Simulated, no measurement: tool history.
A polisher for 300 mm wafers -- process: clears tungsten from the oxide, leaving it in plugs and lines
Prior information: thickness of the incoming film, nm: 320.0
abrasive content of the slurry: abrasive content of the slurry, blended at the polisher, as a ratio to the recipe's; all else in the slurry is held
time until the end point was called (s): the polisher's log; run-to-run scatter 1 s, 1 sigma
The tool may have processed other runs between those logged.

run  hour  flow of slurry (ml/min)  pressure of the wafer on the pad (kPa)  speed of the pad under the wafer (cm/s)  abrasive content of the slurry  overpolish time after the end point (s)  time until the end point was called (s)
  1     0                      205                                    24.1                                       92                               1                                        7                                   65.544
  2   4.7                      180                                    24.1                                       92                               1                                        7                                   65.583
  3   9.7                      180                                    22.1                                       92                               1                                        7                                   72.221
  4  17.1                      180                                    22.1                                       74                               1                                        7                                   85.779
  5  23.7                      140                                    22.1                                       74                               1                                        7                                   86.373
  6    31                      140                                    22.1                                       74                             1.2                                        7                                   82.977
  7  32.4                      140                                    21.4                                       74                             1.2                                        7                                   85.907
  8  40.3                      140                                    20.7                                       74                             1.2                                        7                                   86.362

Predict the results of run 9:
  9  47.7                      140                                    20.7                                       74                             1.2                                        7                                        ?

{"run 9": {"time until the end point was called (s)": 85.403}}

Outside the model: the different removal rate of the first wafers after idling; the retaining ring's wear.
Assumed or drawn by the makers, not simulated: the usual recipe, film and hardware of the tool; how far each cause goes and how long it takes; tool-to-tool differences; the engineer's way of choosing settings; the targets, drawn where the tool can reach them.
